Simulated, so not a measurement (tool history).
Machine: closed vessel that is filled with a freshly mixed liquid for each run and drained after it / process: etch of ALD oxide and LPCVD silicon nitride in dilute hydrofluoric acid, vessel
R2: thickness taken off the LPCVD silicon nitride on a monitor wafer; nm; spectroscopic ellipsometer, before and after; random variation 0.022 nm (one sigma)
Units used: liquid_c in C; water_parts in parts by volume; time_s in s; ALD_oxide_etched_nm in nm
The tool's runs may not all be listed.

{"run": 1, "hour": 0.0, "liquid_c": 24, "water_parts": 100, "time_s": 70, "ALD_oxide_etched_nm": 14.347, "R2": 0.34388}
{"run": 2, "hour": 5.4, "liquid_c": 23.5, "water_parts": 100, "time_s": 70, "ALD_oxide_etched_nm": 14.307, "R2": 0.28472}
{"run": 3, "hour": 6.5, "liquid_c": 25, "water_parts": 100, "time_s": 70, "ALD_oxide_etched_nm": 14.91, "R2": 0.36177}
{"run": 4, "hour": 7.4, "liquid_c": 25, "water_parts": 100, "time_s": 95, "ALD_oxide_etched_nm": 20.365, "R2": 0.50514}
{"run": 5, "hour": 13.8, "liquid_c": 25, "water_parts": 65, "time_s": 95, "ALD_oxide_etched_nm": 32.407, "R2": 0.78598}
{"run": 6, "hour": 22.3, "liquid_c": 25, "water_parts": 65, "time_s": 115, "ALD_oxide_etched_nm": 39.063, "R2": 0.87197}

What will run 7 give?
{"run": 7, "hour": 27.7, "liquid_c": 24.5, "water_parts": 80, "time_s": 115, "ALD_oxide_etched_nm": "?", "R2": "?"}

Run 7 yielded ALD_oxide_etched_nm 30.954 nm, R2 0.66975 nm.
